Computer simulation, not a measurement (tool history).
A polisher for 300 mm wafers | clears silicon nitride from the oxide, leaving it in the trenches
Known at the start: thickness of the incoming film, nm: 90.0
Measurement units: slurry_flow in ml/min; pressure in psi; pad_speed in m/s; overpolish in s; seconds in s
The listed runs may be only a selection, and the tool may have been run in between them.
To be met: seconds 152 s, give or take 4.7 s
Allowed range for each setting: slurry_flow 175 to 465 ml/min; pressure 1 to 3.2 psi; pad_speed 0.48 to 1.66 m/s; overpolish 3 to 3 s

run	hour	slurry_flow	pressure	pad_speed	overpolish	seconds
1	0	295	2.1	1.06	3	111.64
2	2.3	295	2.1	1.2	3	104.68
3	9.7	295	2.1	1.46	3	90.723
4	11.3	295	2.1	1.46	3	91.512
5	17.9	235	2.1	1.46	3	93.6
6	19.6	230	1.9	1.46	3	102.03
7	22.7	230	1.7	1.46	3	115.22
8	27.6	230	1.6	1.46	3	122.27
9	36.6	230	1.5	1.46	3	128.19
10	43.5	230	1.4	1.46	3	137.49

Which single option among these 4 for the next run brings every result within its allowed miss of target? Just one does.
A	50.4	230	1.5	1.44	3	?
B	50.4	220	1.4	1.28	3	?
C	50.4	185	1.2	1.42	3	?
D	50.4	175	1.5	1.12	3	?

move	seconds
A	130.14
B	151.39
C	168.03
D	160.29
A: the biggest miss grows against the last run
B: all results land within tolerance of their targets
C: moves the result that the last run missed by most past its target, out the other side
D: moves the result that the last run missed by most past its target, out the other side
The move that meets every target is B.
